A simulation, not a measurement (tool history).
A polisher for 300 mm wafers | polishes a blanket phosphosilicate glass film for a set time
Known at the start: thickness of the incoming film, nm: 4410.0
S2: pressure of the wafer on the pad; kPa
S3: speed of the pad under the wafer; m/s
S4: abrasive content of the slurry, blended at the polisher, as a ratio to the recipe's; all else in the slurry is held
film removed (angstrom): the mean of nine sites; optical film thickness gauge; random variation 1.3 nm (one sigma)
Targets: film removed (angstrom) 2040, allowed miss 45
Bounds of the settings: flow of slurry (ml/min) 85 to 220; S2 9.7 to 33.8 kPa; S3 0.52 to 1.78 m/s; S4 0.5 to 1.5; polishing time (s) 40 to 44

Run 1, day 0: flow of slurry (ml/min) 140, S2 21.4 kPa, S3 1.14 m/s, S4 1, polishing time (s) 44. Result: film removed (angstrom) 3803.3.
Run 2, day 0.312: flow of slurry (ml/min) 140, S2 24.1 kPa, S3 1.14 m/s, S4 1, polishing time (s) 44. Result: film removed (angstrom) 4201.3.
Run 3, day 0.471: flow of slurry (ml/min) 130, S2 20 kPa, S3 1.1 m/s, S4 1, polishing time (s) 44. Result: film removed (angstrom) 3431.6.
Run 4, day 0.704: flow of slurry (ml/min) 120, S2 16.5 kPa, S3 1.08 m/s, S4 1, polishing time (s) 44. Result: film removed (angstrom) 2921.6.
Run 5, day 0.871: flow of slurry (ml/min) 150, S2 16.5 kPa, S3 1.08 m/s, S4 1, polishing time (s) 44. Result: film removed (angstrom) 3010.3.
Run 6, day 1.092: flow of slurry (ml/min) 150, S2 16.5 kPa, S3 1.08 m/s, S4 1, polishing time (s) 40. Result: film removed (angstrom) 2715.2.
Run 7, day 1.458: flow of slurry (ml/min) 150, S2 14.5 kPa, S3 1.08 m/s, S4 1, polishing time (s) 40. Result: film removed (angstrom) 2457.4.
Run 8, day 1.671: flow of slurry (ml/min) 110, S2 11 kPa, S3 1.08 m/s, S4 1, polishing time (s) 40. Result: film removed (angstrom) 1944.7.
Run 9, day 1.842: flow of slurry (ml/min) 115, S2 11 kPa, S3 1.08 m/s, S4 1, polishing time (s) 40. Result: film removed (angstrom) 1954.7.
Run 10, day 2.083: flow of slurry (ml/min) 120, S2 11 kPa, S3 1.08 m/s, S4 1, polishing time (s) 40. Result: film removed (angstrom) 1970.1.

4 next moves are on the table. One of them brings every result within its allowed miss. Which?
Run A, day 2.325: flow of slurry (ml/min) 130, S2 11.7 kPa, S3 1.06 m/s, S4 1.05, polishing time (s) 40. Result: film removed (angstrom) ?.
Run B, day 2.325: flow of slurry (ml/min) 130, S2 13.8 kPa, S3 0.94 m/s, S4 0.9, polishing time (s) 44. Result: film removed (angstrom) ?.
Run C, day 2.325: flow of slurry (ml/min) 95, S2 11.7 kPa, S3 1.04 m/s, S4 1, polishing time (s) 40. Result: film removed (angstrom) ?.
Run D, day 2.325: flow of slurry (ml/min) 150, S2 12.4 kPa, S3 0.98 m/s, S4 0.9, polishing time (s) 43. Result: film removed (angstrom) ?.

move  film removed (angstrom)
   A                   2137.8
   B                   2142.5
   C                   1941.6
   D                   2052.5
A: takes the result that was furthest off past its target
B: takes the result that was furthest off past its target
C: further off than the last run
D: meets every target
Answer: D
